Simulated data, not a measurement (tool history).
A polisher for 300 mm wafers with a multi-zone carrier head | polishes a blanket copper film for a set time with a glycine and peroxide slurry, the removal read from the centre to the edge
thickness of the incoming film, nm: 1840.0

run,hour,flow of slurry (ml/min),pressure of the head's centre zone,pressure of the head's middle zone,pressure of the head's edge zone,polishing time (s),film removed at the wafer's centre (nm),film removed at mid-radius (nm),film removed at the wafer's edge (nm)
1,0.0,195,1.00,1.00,1.00,48,273.22,266.70,281.61
2,6.3,195,1.00,1.00,1.00,58,327.40,326.52,327.86
3,9.5,195,1.00,1.07,1.00,58,321.47,346.86,336.81
4,17.5,195,1.00,1.12,1.00,58,326.47,352.13,341.07
5,26.1,195,1.00,1.11,0.96,51,282.32,307.78,294.67
6,30.7,195,1.05,1.11,0.96,51,303.02,313.64,297.39
7,33.4,195,1.05,1.09,0.93,46,272.89,272.65,252.77
8,37.4,190,1.02,1.06,0.91,43,246.77,246.83,241.14
9,45.8,200,1.02,1.06,0.89,39,225.85,227.66,216.40
10,53.7,210,1.01,1.04,0.88,37,213.16,212.99,206.02

Forecast run 11:
11,55.4,210,1.01,1.03,0.87,35,?,?,?

film removed at the wafer's centre (nm): 200.54
film removed at mid-radius (nm): 200.77
film removed at the wafer's edge (nm): 190.59

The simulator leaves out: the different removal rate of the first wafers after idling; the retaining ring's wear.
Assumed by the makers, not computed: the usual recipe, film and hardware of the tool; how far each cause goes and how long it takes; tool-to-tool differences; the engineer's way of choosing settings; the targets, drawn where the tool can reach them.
